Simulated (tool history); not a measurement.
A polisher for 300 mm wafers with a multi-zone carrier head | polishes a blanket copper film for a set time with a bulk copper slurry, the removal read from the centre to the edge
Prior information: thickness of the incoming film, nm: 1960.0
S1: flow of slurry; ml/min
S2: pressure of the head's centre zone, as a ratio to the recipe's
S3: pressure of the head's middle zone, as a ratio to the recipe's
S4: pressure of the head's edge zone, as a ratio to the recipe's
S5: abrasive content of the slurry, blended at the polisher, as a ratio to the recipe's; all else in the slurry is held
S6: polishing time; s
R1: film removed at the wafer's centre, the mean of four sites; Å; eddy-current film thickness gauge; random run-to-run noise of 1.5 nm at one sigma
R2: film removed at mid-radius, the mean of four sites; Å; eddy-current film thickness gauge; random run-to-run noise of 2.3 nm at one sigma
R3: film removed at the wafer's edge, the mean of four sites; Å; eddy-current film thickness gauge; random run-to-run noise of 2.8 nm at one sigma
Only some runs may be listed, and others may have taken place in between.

{"run": 1, "hour": 0.0, "S1": 190, "S2": 1.0, "S3": 1.0, "S4": 1.0, "S5": 1.0, "S6": 37, "R1": 2608.7, "R2": 2579.9, "R3": 2573.0}
{"run": 2, "hour": 8.6, "S1": 230, "S2": 1.0, "S3": 1.0, "S4": 1.0, "S5": 1.0, "S6": 37, "R1": 2654.4, "R2": 2616.2, "R3": 2601.1}
{"run": 3, "hour": 10.5, "S1": 230, "S2": 0.96, "S3": 0.98, "S4": 0.98, "S5": 0.9, "S6": 36, "R1": 2442.8, "R2": 2482.9, "R3": 2443.3}
{"run": 4, "hour": 16.9, "S1": 230, "S2": 0.96, "S3": 1.05, "S4": 0.98, "S5": 0.9, "S6": 36, "R1": 2461.9, "R2": 2580.5, "R3": 2431.7}
{"run": 5, "hour": 23.9, "S1": 225, "S2": 0.93, "S3": 1.01, "S4": 0.97, "S5": 0.8, "S6": 35, "R1": 2205.0, "R2": 2456.7, "R3": 2256.5}
{"run": 6, "hour": 26.1, "S1": 225, "S2": 0.93, "S3": 1.01, "S4": 1.01, "S5": 0.8, "S6": 35, "R1": 2221.9, "R2": 2405.4, "R3": 2292.1}
{"run": 7, "hour": 28.8, "S1": 225, "S2": 0.92, "S3": 0.98, "S4": 1.03, "S5": 0.75, "S6": 34, "R1": 2117.9, "R2": 2245.9, "R3": 2280.2}
{"run": 8, "hour": 33.7, "S1": 225, "S2": 0.92, "S3": 0.98, "S4": 1.03, "S5": 0.75, "S6": 34, "R1": 2089.3, "R2": 2233.7, "R3": 2246.8}

Run 9, settings as shown, results not yet in. Your forecast:
{"run": 9, "hour": 42.5, "S1": 220, "S2": 0.91, "S3": 0.96, "S4": 1.02, "S5": 0.7, "S6": 33, "R1": "?", "R2": "?", "R3": "?"}

Run 9 produced R1 1996.4 Å, R2 2103.9 Å, R3 2179.1 Å.
